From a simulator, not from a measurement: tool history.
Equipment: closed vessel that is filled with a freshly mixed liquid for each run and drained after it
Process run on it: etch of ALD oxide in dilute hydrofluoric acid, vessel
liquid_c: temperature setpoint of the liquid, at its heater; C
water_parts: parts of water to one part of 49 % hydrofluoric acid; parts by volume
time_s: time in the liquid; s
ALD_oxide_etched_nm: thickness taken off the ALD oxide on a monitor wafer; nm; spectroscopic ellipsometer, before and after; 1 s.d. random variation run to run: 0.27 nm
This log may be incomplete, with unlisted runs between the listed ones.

| run | hour | liquid_c | water_parts | time_s | ALD_oxide_etched_nm |
|---|---|---|---|---|---|
| 1 | 0 | 25 | 55 | 110 | 30.352 |
| 2 | 2.8 | 25 | 55 | 115 | 31.259 |
| 3 | 7.2 | 25.5 | 55 | 115 | 32.225 |
| 4 | 8.2 | 25.5 | 55 | 115 | 32.114 |
| 5 | 10.1 | 25.5 | 40 | 115 | 44.723 |
| 6 | 15.2 | 24 | 40 | 115 | 42.365 |
| 7 | 23.8 | 22.5 | 40 | 115 | 40.286 |
| 8 | 29.9 | 21 | 40 | 115 | 37.696 |

Predict the results of run 9:
| 9 | 37.1 | 20.5 | 40 | 115 | ? |

Run 9 yielded ALD_oxide_etched_nm 36.726 nm.
